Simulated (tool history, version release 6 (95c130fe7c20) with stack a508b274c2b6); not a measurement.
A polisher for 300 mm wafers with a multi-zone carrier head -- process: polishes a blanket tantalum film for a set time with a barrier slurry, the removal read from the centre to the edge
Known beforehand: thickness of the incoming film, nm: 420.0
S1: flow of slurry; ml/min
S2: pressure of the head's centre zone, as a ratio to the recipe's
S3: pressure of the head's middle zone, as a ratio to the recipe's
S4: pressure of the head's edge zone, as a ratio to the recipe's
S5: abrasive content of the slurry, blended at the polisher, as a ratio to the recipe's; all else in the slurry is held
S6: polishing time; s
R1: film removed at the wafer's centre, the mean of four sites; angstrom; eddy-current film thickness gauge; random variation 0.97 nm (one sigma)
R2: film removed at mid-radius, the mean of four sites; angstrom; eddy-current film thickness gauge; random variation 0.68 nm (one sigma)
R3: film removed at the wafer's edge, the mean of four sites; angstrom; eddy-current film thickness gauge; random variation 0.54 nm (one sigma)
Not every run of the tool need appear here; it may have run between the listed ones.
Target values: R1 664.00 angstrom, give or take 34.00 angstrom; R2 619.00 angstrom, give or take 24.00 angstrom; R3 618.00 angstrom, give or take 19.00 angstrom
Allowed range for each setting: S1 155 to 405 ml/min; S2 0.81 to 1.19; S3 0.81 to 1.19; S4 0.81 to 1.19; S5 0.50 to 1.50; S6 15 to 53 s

Run 1, hour 0.0: S1 260 ml/min, S2 1.00, S3 1.00, S4 1.00, S5 1.00, S6 34 s. Result: R1 403.50 angstrom, R2 412.50 angstrom, R3 388.72 angstrom.
Run 2, hour 6.0: S1 260 ml/min, S2 1.00, S3 1.00, S4 1.00, S5 1.00, S6 26 s. Result: R1 312.41 angstrom, R2 310.82 angstrom, R3 298.83 angstrom.
Run 3, hour 9.9: S1 260 ml/min, S2 0.95, S3 1.00, S4 1.00, S5 1.00, S6 26 s. Result: R1 295.95 angstrom, R2 315.06 angstrom, R3 295.39 angstrom.
Run 4, hour 10.5: S1 265 ml/min, S2 0.97, S3 1.01, S4 1.02, S5 1.05, S6 28 s. Result: R1 325.08 angstrom, R2 344.44 angstrom, R3 331.08 angstrom.
Run 5, hour 16.8: S1 265 ml/min, S2 0.97, S3 1.01, S4 1.09, S5 1.05, S6 28 s. Result: R1 329.81 angstrom, R2 347.85 angstrom, R3 338.42 angstrom.
Run 6, hour 25.0: S1 300 ml/min, S2 0.97, S3 1.01, S4 1.09, S5 1.05, S6 28 s. Result: R1 326.11 angstrom, R2 354.71 angstrom, R3 343.02 angstrom.
Run 7, hour 28.1: S1 300 ml/min, S2 0.99, S3 1.01, S4 1.10, S5 1.10, S6 30 s. Result: R1 374.40 angstrom, R2 386.11 angstrom, R3 375.95 angstrom.
Run 8, hour 35.6: S1 305 ml/min, S2 1.01, S3 1.03, S4 1.18, S5 1.35, S6 40 s. Result: R1 521.54 angstrom, R2 553.34 angstrom, R3 551.31 angstrom.
Run 9, hour 42.0: S1 310 ml/min, S2 1.03, S3 1.03, S4 1.18, S5 1.35, S6 40 s. Result: R1 541.78 angstrom, R2 538.14 angstrom, R3 556.12 angstrom.
Run 10, hour 48.6: S1 315 ml/min, S2 1.04, S3 1.04, S4 1.18, S5 1.35, S6 40 s. Result: R1 524.49 angstrom, R2 552.46 angstrom, R3 553.99 angstrom.
Run 11, hour 55.5: S1 310 ml/min, S2 1.05, S3 1.04, S4 1.17, S5 1.35, S6 41 s. Result: R1 549.06 angstrom, R2 561.86 angstrom, R3 576.10 angstrom.
Run 12, hour 59.7: S1 315 ml/min, S2 1.07, S3 1.04, S4 1.14, S5 1.35, S6 41 s. Result: R1 574.41 angstrom, R2 564.23 angstrom, R3 549.53 angstrom.
Run 13, hour 65.6: S1 315 ml/min, S2 1.08, S3 1.04, S4 1.14, S5 1.35, S6 41 s. Result: R1 564.79 angstrom, R2 567.26 angstrom, R3 552.65 angstrom.
Run 14, hour 70.7: S1 315 ml/min, S2 1.09, S3 1.04, S4 1.14, S5 1.35, S6 41 s. Result: R1 564.91 angstrom, R2 578.43 angstrom, R3 565.53 angstrom.
Run 15, hour 72.2: S1 320 ml/min, S2 1.10, S3 1.03, S4 1.14, S5 1.35, S6 41 s. Result: R1 582.49 angstrom, R2 565.39 angstrom, R3 560.59 angstrom.
Run 16, hour 77.9: S1 320 ml/min, S2 1.11, S3 1.03, S4 1.14, S5 1.35, S6 41 s. Result: R1 583.42 angstrom, R2 564.31 angstrom, R3 555.21 angstrom.
Run 17, hour 78.7: S1 320 ml/min, S2 1.12, S3 1.03, S4 1.14, S5 1.35, S6 41 s. Result: R1 579.71 angstrom, R2 560.68 angstrom, R3 558.53 angstrom.
Run 18, hour 84.5: S1 320 ml/min, S2 1.13, S3 1.03, S4 1.14, S5 1.35, S6 41 s. Result: R1 582.45 angstrom, R2 563.85 angstrom, R3 551.63 angstrom.
Run 19, hour 85.4: S1 325 ml/min, S2 1.13, S3 1.03, S4 1.14, S5 1.35, S6 41 s. Result: R1 595.65 angstrom, R2 569.78 angstrom, R3 561.69 angstrom.
Run 20, hour 92.5: S1 330 ml/min, S2 1.14, S3 1.03, S4 1.15, S5 1.35, S6 41 s. Result: R1 583.75 angstrom, R2 562.47 angstrom, R3 560.92 angstrom.

Which one of the following 4 next-run settings gets every result inside its allowed miss? There is exactly one.
Run A, hour 99.6: S1 345 ml/min, S2 1.08, S3 1.11, S4 1.19, S5 1.15, S6 39 s. Result: R1 ?, R2 ?, R3 ?.
Run B, hour 99.6: S1 370 ml/min, S2 1.17, S3 1.04, S4 1.19, S5 1.45, S6 43 s. Result: R1 ?, R2 ?, R3 ?.
Run C, hour 99.6: S1 305 ml/min, S2 1.19, S3 0.89, S4 0.82, S5 1.15, S6 49 s. Result: R1 ?, R2 ?, R3 ?.
Run D, hour 99.6: S1 340 ml/min, S2 0.95, S3 1.00, S4 1.19, S5 1.25, S6 46 s. Result: R1 ?, R2 ?, R3 ?.

move      R1      R2      R3
   A  537.97  547.46  519.83
   B  673.92  616.95  614.23
   C  715.41  581.09  547.93
   D  593.54  613.34  628.89
A: misses by more than the last run did
B: all results in spec
C: misses by more than the last run did
D: the worst result of the last run now meets its target, but another is out of spec
Move B is the one to make.

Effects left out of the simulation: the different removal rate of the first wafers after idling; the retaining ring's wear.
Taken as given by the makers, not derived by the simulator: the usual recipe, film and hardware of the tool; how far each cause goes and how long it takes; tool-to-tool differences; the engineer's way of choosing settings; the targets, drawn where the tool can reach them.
